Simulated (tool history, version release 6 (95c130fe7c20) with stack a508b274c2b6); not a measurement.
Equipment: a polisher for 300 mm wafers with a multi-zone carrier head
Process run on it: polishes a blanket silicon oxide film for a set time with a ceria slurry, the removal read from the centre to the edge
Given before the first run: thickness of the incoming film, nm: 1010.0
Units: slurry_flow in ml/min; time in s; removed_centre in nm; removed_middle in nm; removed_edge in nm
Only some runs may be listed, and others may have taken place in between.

run  hour  slurry_flow  centre_zone  middle_zone  edge_zone  time  removed_centre  removed_middle  removed_edge
  1     0          140            1            1          1    59           148.3          149.71        144.56
  2   4.3          150         1.03            1       1.03    62          166.98          158.21        157.62
  3   5.3          160         1.05         1.01       1.06    64          176.74          167.39        166.98
  4   8.2          160         1.05         1.01          1    64          176.13          168.53        159.33
  5  16.8          160         1.13         1.01          1    64          191.55           166.2        159.48
  6  19.4          160         1.13         1.01       0.95    64          190.37           168.2        155.69
  7  24.2          160         1.13         1.01       0.95    64           190.2          168.71        156.18

Run 8 is up next; what results do you expect?
  8  31.7          165         1.13         1.01       0.99    66               ?               ?             ?

removed_centre: 196.58 nm
removed_middle: 176 nm
removed_edge: 172.47 nm
